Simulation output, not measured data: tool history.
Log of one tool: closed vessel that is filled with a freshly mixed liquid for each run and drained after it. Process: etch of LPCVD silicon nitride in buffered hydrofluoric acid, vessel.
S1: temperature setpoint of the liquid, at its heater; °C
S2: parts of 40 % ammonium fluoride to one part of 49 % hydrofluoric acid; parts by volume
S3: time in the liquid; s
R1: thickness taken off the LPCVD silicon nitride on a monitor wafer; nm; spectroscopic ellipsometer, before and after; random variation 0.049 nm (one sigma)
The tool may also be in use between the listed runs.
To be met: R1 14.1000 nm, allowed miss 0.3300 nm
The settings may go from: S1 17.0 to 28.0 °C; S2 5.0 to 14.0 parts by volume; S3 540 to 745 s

{"run": 1, "day": 0.0, "S1": 20.0, "S2": 8.5, "S3": 745, "R1": 10.891}
{"run": 2, "day": 0.254, "S1": 22.5, "S2": 8.5, "S3": 745, "R1": 12.636}
{"run": 3, "day": 0.562, "S1": 22.5, "S2": 10.0, "S3": 745, "R1": 11.019}
{"run": 4, "day": 0.829, "S1": 24.0, "S2": 10.0, "S3": 745, "R1": 12.053}
{"run": 5, "day": 1.05, "S1": 24.0, "S2": 10.0, "S3": 745, "R1": 12.138}
{"run": 6, "day": 1.321, "S1": 24.0, "S2": 10.0, "S3": 540, "R1": 8.7097}
{"run": 7, "day": 1.562, "S1": 25.0, "S2": 9.0, "S3": 540, "R1": 9.8947}
{"run": 8, "day": 1.742, "S1": 25.5, "S2": 7.5, "S3": 575, "R1": 13.099}
{"run": 9, "day": 2.038, "S1": 26.0, "S2": 7.5, "S3": 575, "R1": 13.501}

5 next moves are on the table. One of them brings every result within its allowed miss. Which?
{"run": "A", "day": 2.333, "S1": 27.0, "S2": 8.0, "S3": 550, "R1": "?"}
{"run": "B", "day": 2.333, "S1": 25.5, "S2": 8.5, "S3": 710, "R1": "?"}
{"run": "C", "day": 2.333, "S1": 25.5, "S2": 9.0, "S3": 715, "R1": "?"}
{"run": "D", "day": 2.333, "S1": 26.5, "S2": 9.0, "S3": 655, "R1": "?"}
{"run": "E", "day": 2.333, "S1": 25.0, "S2": 8.0, "S3": 625, "R1": "?"}

move=A R1=12.6500
move=B R1=14.1090
move=C R1=13.3540
move=D R1=12.9090
move=E R1=12.9100
A: further off than the last run
B: meets every target
C: further off than the last run
D: further off than the last run
E: further off than the last run
Move B is the one to make.

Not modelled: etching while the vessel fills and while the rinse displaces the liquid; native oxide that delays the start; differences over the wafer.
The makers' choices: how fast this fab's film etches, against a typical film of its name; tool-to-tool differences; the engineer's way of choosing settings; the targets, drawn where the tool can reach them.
